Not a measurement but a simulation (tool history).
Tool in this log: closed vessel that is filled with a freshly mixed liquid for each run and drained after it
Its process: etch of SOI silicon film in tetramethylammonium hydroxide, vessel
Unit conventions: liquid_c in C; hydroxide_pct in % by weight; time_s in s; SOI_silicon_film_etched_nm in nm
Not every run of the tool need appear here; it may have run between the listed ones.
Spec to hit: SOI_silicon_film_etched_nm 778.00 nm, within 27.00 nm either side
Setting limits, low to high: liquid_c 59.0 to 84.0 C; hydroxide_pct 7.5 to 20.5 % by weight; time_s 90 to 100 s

{"run": 1, "hour": 0.0, "liquid_c": 72.0, "hydroxide_pct": 14.0, "time_s": 90, "SOI_silicon_film_etched_nm": 609.77}
{"run": 2, "hour": 7.1, "liquid_c": 73.0, "hydroxide_pct": 14.0, "time_s": 90, "SOI_silicon_film_etched_nm": 647.09}
{"run": 3, "hour": 14.2, "liquid_c": 73.0, "hydroxide_pct": 14.0, "time_s": 90, "SOI_silicon_film_etched_nm": 644.96}
{"run": 4, "hour": 15.2, "liquid_c": 73.0, "hydroxide_pct": 14.0, "time_s": 100, "SOI_silicon_film_etched_nm": 707.4}
{"run": 5, "hour": 16.0, "liquid_c": 73.0, "hydroxide_pct": 14.0, "time_s": 90, "SOI_silicon_film_etched_nm": 636.27}
{"run": 6, "hour": 19.7, "liquid_c": 74.0, "hydroxide_pct": 14.0, "time_s": 90, "SOI_silicon_film_etched_nm": 682.51}
{"run": 7, "hour": 24.5, "liquid_c": 74.5, "hydroxide_pct": 14.0, "time_s": 90, "SOI_silicon_film_etched_nm": 698.88}
{"run": 8, "hour": 26.8, "liquid_c": 75.0, "hydroxide_pct": 14.0, "time_s": 90, "SOI_silicon_film_etched_nm": 708.91}
{"run": 9, "hour": 32.4, "liquid_c": 75.5, "hydroxide_pct": 14.0, "time_s": 90, "SOI_silicon_film_etched_nm": 725.78}

Pick the move, out of 4, that brings all results within their allowed miss; only one does.
{"run": "A", "hour": 38.0, "liquid_c": 72.0, "hydroxide_pct": 14.5, "time_s": 100, "SOI_silicon_film_etched_nm": "?"}
{"run": "B", "hour": 38.0, "liquid_c": 73.0, "hydroxide_pct": 8.5, "time_s": 90, "SOI_silicon_film_etched_nm": "?"}
{"run": "C", "hour": 38.0, "liquid_c": 73.5, "hydroxide_pct": 15.0, "time_s": 100, "SOI_silicon_film_etched_nm": "?"}
{"run": "D", "hour": 38.0, "liquid_c": 74.0, "hydroxide_pct": 15.5, "time_s": 90, "SOI_silicon_film_etched_nm": "?"}

move=A SOI_silicon_film_etched_nm=662.18
move=B SOI_silicon_film_etched_nm=783.06
move=C SOI_silicon_film_etched_nm=708.78
move=D SOI_silicon_film_etched_nm=649.58
A: the biggest miss grows against the last run
B: every result lands within tolerance
C: the biggest miss grows against the last run
D: the biggest miss grows against the last run
Correct choice: B, which meets every target
